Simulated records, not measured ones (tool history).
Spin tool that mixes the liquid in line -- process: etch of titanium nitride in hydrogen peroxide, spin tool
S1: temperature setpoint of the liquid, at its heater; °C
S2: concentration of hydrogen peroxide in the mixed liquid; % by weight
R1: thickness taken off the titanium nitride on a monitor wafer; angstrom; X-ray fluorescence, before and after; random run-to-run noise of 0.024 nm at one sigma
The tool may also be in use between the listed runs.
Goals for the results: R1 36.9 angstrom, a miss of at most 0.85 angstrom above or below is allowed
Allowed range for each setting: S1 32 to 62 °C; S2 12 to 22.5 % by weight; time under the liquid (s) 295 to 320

Run 1, hour 0: S1 46 °C, S2 15.5 % by weight, time under the liquid (s) 295. Result: R1 69.093 angstrom.
Run 2, hour 7.6: S1 44 °C, S2 15.5 % by weight, time under the liquid (s) 295. Result: R1 58.855 angstrom.
Run 3, hour 10.9: S1 42.5 °C, S2 15.5 % by weight, time under the liquid (s) 295. Result: R1 52.958 angstrom.
Run 4, hour 13.7: S1 41.5 °C, S2 15.5 % by weight, time under the liquid (s) 295. Result: R1 48.94 angstrom.
Run 5, hour 15.7: S1 40.5 °C, S2 15.5 % by weight, time under the liquid (s) 295. Result: R1 45.176 angstrom.
Run 6, hour 22: S1 40.5 °C, S2 15.5 % by weight, time under the liquid (s) 295. Result: R1 44.747 angstrom.
Run 7, hour 23.4: S1 40 °C, S2 15.5 % by weight, time under the liquid (s) 295. Result: R1 43.981 angstrom.
Run 8, hour 32: S1 39.5 °C, S2 15.5 % by weight, time under the liquid (s) 295. Result: R1 41.42 angstrom.
Run 9, hour 37.9: S1 37.5 °C, S2 15.5 % by weight, time under the liquid (s) 295. Result: R1 36.198 angstrom.

Next run, 4 choices. One meets every target within its allowed miss, the rest don't. Which?
Run A, hour 43.8: S1 37.5 °C, S2 13.5 % by weight, time under the liquid (s) 295. Result: R1 ?.
Run B, hour 43.8: S1 38 °C, S2 12 % by weight, time under the liquid (s) 295. Result: R1 ?.
Run C, hour 43.8: S1 38 °C, S2 14 % by weight, time under the liquid (s) 300. Result: R1 ?.
Run D, hour 43.8: S1 36 °C, S2 17.5 % by weight, time under the liquid (s) 310. Result: R1 ?.

move      R1
   A  34.741
   B  35.247
   C  37.016
   D  34.269
A: misses by more than the last run did
B: misses by more than the last run did
C: each result inside its tolerance
D: misses by more than the last run did
Answer: C

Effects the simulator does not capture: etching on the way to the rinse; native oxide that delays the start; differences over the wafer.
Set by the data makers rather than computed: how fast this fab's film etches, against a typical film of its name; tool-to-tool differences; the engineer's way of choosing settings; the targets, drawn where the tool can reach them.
